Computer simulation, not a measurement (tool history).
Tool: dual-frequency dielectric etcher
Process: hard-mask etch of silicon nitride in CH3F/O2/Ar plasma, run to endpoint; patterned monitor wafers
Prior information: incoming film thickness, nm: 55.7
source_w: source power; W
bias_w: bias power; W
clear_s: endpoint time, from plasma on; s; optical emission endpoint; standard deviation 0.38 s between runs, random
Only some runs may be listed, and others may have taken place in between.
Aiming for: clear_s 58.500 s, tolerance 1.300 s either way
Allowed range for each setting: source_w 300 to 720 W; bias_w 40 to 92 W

| run | hour | source_w | bias_w | clear_s |
|---|---|---|---|---|
| 1 | 0.0 | 510 | 66 | 68.803 |
| 2 | 5.3 | 430 | 66 | 72.387 |
| 3 | 7.9 | 500 | 70 | 68.156 |
| 4 | 9.3 | 420 | 70 | 71.086 |
| 5 | 13.2 | 420 | 63 | 74.386 |
| 6 | 16.2 | 420 | 67 | 73.270 |
| 7 | 23.4 | 500 | 70 | 68.266 |
| 8 | 30.3 | 560 | 73 | 63.559 |
| 9 | 36.1 | 590 | 74 | 63.142 |
|  | 45.0 | bias power generator calibrated |
| 10 | 45.0 | 690 | 85 | 56.866 |

Exactly one of the 4 candidate moves below puts every result within its allowed miss. Which one?
| A | 53.9 | 690 | 80 | ? |
| B | 53.9 | 720 | 92 | ? |
| C | 53.9 | 720 | 88 | ? |
| D | 53.9 | 680 | 92 | ? |

| move | clear_s |
|---|---|
| A | 57.769 |
| B | 54.051 |
| C | 54.957 |
| D | 55.114 |
A: all results land within tolerance of their targets
B: moves away from the targets compared with the last run
C: moves away from the targets compared with the last run
D: moves away from the targets compared with the last run
A is the move that brings every result within its allowed miss.
